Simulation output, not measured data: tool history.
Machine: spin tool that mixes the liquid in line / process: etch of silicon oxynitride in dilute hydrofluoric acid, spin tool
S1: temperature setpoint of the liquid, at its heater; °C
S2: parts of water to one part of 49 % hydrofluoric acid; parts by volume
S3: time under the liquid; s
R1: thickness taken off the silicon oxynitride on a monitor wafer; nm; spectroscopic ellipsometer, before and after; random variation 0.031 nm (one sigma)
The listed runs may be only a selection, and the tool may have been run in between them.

run	hour	S1	S2	S3	R1
1	0	23	270	285	3.2466
2	3.8	23	200	285	4.4062
3	6.2	25	200	285	4.9771
4	8.9	23	220	285	4.0652
5	17.8	20.5	220	285	3.636
6	24.5	19.5	240	285	3.1329
7	29.3	19	250	285	2.9836

Run 8 is up next; what results do you expect?
8	35.6	18.5	260	285	?

{"run 8": {"R1": 2.7284}}

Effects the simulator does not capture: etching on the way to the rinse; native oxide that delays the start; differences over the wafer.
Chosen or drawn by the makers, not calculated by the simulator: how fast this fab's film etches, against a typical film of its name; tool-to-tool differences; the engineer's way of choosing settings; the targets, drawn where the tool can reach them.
